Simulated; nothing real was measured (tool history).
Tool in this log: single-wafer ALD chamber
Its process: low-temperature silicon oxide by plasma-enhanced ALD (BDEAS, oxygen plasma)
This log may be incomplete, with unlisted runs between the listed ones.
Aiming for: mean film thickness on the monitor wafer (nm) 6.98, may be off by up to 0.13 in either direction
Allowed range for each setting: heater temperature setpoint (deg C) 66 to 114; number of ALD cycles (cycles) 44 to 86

run,hour,heater temperature setpoint (deg C),number of ALD cycles (cycles),mean film thickness on the monitor wafer (nm)
1,0,90,65,9.1634
2,8.4,84,65,9.4245
3,13.2,91,61,8.5933
4,13.7,91,66,9.3103
5,19.8,96,62,8.6614
6,28.4,96,69,9.5856
7,30.5,99,63,8.7048
8,36.5,101,59,8.1287
9,42.8,103,56,7.6314
10,49.1,105,55,7.4924
11,55.5,111,50,6.7256
12,58.8,109,50,6.763
13,67.5,107,50,6.7979
14,71.6,106,50,6.7908
15,78.4,105,50,6.8088
16,79,104,50,6.8351
17,82.8,103,50,6.8323

Pick the move, out of 5, that brings all results within their allowed miss; only one does.
A,86.6,101,48,?
B,86.6,105,51,?
C,86.6,114,49,?
D,86.6,104,49,?
E,86.6,106,49,?

move,mean film thickness on the monitor wafer (nm)
A,6.5885
B,6.9417
C,6.5427
D,6.6835
E,6.6554
A: moves away from the targets compared with the last run
B: every result within its allowed miss
C: moves away from the targets compared with the last run
D: moves away from the targets compared with the last run
E: moves away from the targets compared with the last run
The move that meets every target is B.

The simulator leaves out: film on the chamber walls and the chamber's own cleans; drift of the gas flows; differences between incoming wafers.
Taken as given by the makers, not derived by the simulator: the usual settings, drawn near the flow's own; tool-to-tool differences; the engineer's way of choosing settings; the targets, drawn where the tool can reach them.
